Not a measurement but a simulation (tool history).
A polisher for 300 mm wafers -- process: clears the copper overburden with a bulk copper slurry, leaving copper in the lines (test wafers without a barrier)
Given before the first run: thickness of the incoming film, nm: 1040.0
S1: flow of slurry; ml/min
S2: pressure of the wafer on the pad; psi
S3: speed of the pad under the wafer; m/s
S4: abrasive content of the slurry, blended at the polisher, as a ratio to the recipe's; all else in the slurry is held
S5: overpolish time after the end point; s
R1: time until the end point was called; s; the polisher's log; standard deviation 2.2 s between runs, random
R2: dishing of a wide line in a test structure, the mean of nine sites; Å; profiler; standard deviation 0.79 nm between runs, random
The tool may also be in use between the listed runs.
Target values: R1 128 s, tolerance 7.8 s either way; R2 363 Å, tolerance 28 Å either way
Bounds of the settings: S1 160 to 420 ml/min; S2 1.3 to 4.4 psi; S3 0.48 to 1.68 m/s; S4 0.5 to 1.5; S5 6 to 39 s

run	hour	S1	S2	S3	S4	S5	R1	R2
1	0	270	2.8	1.08	1	20	115.45	592.79
2	4.8	270	2.8	1.08	0.8	20	124	599.76
3	9.6	220	2.8	1.08	0.8	20	120.87	598.74
4	11.3	220	2.8	1.08	0.9	20	122.06	614.96
5	15.8	275	2.5	1.14	0.9	16	127.8	536.77
6	19.1	275	2.5	1.14	0.9	12	130.1	468.88
7	23.1	275	2.5	1.14	0.9	12	126.77	453.32
8	29.1	280	2.5	1.14	0.95	10	121.02	412.39

Below are 5 possible settings for the next run. Only one of them brings all results inside the allowed miss of their targets. Which is it?
A	35.1	280	2.7	1.14	1	9	?	?
B	35.1	290	2.6	1.3	0.7	14	?	?
C	35.1	275	2.7	1.16	0.95	10	?	?
D	35.1	295	2.3	1.2	1.05	8	?	?
E	35.1	260	2.4	1.08	0.9	15	?	?

move	R1	R2
A	117.75	427.99
B	119.15	541.11
C	117.71	456.55
D	131.53	363.84
E	139.67	513.19
A: further off than the last run
B: further off than the last run
C: further off than the last run
D: each result inside its tolerance
E: further off than the last run
The move that meets every target is D.
